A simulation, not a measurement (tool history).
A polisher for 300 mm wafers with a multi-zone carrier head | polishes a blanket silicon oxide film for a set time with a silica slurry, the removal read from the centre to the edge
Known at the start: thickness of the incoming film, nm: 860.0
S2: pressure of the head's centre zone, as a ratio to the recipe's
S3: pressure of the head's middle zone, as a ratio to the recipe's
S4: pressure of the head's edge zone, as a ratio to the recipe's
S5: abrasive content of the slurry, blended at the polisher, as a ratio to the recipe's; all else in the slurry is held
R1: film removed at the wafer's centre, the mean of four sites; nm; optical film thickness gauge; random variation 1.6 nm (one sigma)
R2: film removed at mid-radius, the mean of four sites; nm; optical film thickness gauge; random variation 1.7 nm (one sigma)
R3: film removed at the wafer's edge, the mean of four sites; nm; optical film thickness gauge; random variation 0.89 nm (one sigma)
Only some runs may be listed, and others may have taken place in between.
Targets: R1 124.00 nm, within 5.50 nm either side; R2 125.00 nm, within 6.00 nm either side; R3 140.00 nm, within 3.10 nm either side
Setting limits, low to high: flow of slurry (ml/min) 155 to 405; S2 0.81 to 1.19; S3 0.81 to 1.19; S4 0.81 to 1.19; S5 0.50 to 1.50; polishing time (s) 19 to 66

{"run": 1, "hour": 0.0, "flow of slurry (ml/min)": 260, "S2": 1.0, "S3": 1.0, "S4": 1.0, "S5": 1.0, "polishing time (s)": 42, "R1": 143.82, "R2": 161.46, "R3": 162.75}
{"run": 2, "hour": 2.7, "flow of slurry (ml/min)": 260, "S2": 1.0, "S3": 1.0, "S4": 1.04, "S5": 1.0, "polishing time (s)": 42, "R1": 144.72, "R2": 158.54, "R3": 163.88}
{"run": 3, "hour": 8.3, "flow of slurry (ml/min)": 260, "S2": 1.0, "S3": 0.93, "S4": 1.04, "S5": 1.0, "polishing time (s)": 42, "R1": 142.72, "R2": 151.49, "R3": 165.46}
{"run": 4, "hour": 11.5, "flow of slurry (ml/min)": 260, "S2": 1.0, "S3": 0.93, "S4": 1.04, "S5": 1.0, "polishing time (s)": 47, "R1": 161.06, "R2": 167.29, "R3": 186.26}
{"run": 5, "hour": 14.3, "flow of slurry (ml/min)": 260, "S2": 1.0, "S3": 0.93, "S4": 1.11, "S5": 1.0, "polishing time (s)": 47, "R1": 162.62, "R2": 167.75, "R3": 191.16}
{"run": 6, "hour": 21.7, "flow of slurry (ml/min)": 260, "S2": 1.0, "S3": 0.92, "S4": 1.08, "S5": 0.9, "polishing time (s)": 47, "R1": 154.65, "R2": 160.62, "R3": 181.57}
{"hour": 26.7, "done": "centre zone pressure recalibrated"}
{"run": 7, "hour": 26.7, "flow of slurry (ml/min)": 255, "S2": 1.01, "S3": 0.91, "S4": 1.06, "S5": 0.85, "polishing time (s)": 47, "R1": 163.5, "R2": 155.49, "R3": 176.53}
{"run": 8, "hour": 32.5, "flow of slurry (ml/min)": 250, "S2": 0.98, "S3": 0.9, "S4": 1.04, "S5": 0.8, "polishing time (s)": 47, "R1": 153.5, "R2": 154.41, "R3": 168.26}
{"run": 9, "hour": 39.2, "flow of slurry (ml/min)": 250, "S2": 0.97, "S3": 0.88, "S4": 1.05, "S5": 0.75, "polishing time (s)": 47, "R1": 148.17, "R2": 141.45, "R3": 167.63}
{"run": 10, "hour": 43.7, "flow of slurry (ml/min)": 245, "S2": 0.95, "S3": 0.88, "S4": 1.02, "S5": 0.7, "polishing time (s)": 47, "R1": 145.56, "R2": 137.47, "R3": 156.83}
{"run": 11, "hour": 45.8, "flow of slurry (ml/min)": 240, "S2": 0.93, "S3": 0.88, "S4": 1.01, "S5": 0.7, "polishing time (s)": 47, "R1": 135.93, "R2": 136.07, "R3": 156.81}
{"run": 12, "hour": 48.2, "flow of slurry (ml/min)": 235, "S2": 0.92, "S3": 0.88, "S4": 0.99, "S5": 0.7, "polishing time (s)": 47, "R1": 135.37, "R2": 137.51, "R3": 154.76}
{"run": 13, "hour": 52.8, "flow of slurry (ml/min)": 235, "S2": 0.92, "S3": 0.88, "S4": 0.99, "S5": 0.7, "polishing time (s)": 47, "R1": 131.95, "R2": 138.45, "R3": 155.62}

Which one of the following 4 next-run settings gets every result inside its allowed miss? There is exactly one.
{"run": "A", "hour": 57.4, "flow of slurry (ml/min)": 265, "S2": 0.94, "S3": 0.9, "S4": 1.03, "S5": 0.7, "polishing time (s)": 41, "R1": "?", "R2": "?", "R3": "?"}
{"run": "B", "hour": 57.4, "flow of slurry (ml/min)": 190, "S2": 0.81, "S3": 1.12, "S4": 0.91, "S5": 0.95, "polishing time (s)": 41, "R1": "?", "R2": "?", "R3": "?"}
{"run": "C", "hour": 57.4, "flow of slurry (ml/min)": 230, "S2": 0.87, "S3": 0.86, "S4": 1.07, "S5": 0.65, "polishing time (s)": 45, "R1": "?", "R2": "?", "R3": "?"}
{"run": "D", "hour": 57.4, "flow of slurry (ml/min)": 260, "S2": 0.95, "S3": 0.89, "S4": 0.98, "S5": 0.55, "polishing time (s)": 49, "R1": "?", "R2": "?", "R3": "?"}

move=A R1=122.79 R2=124.14 R3=140.42
move=B R1=112.90 R2=160.36 R3=143.41
move=C R1=118.50 R2=125.08 R3=150.42
move=D R1=134.17 R2=133.01 R3=148.34
A: every result within its allowed miss
B: misses by more than the last run did
C: moves toward the targets from the last run without getting all of them in spec
D: moves toward the targets from the last run without getting all of them in spec
Go with A: it meets all targets.

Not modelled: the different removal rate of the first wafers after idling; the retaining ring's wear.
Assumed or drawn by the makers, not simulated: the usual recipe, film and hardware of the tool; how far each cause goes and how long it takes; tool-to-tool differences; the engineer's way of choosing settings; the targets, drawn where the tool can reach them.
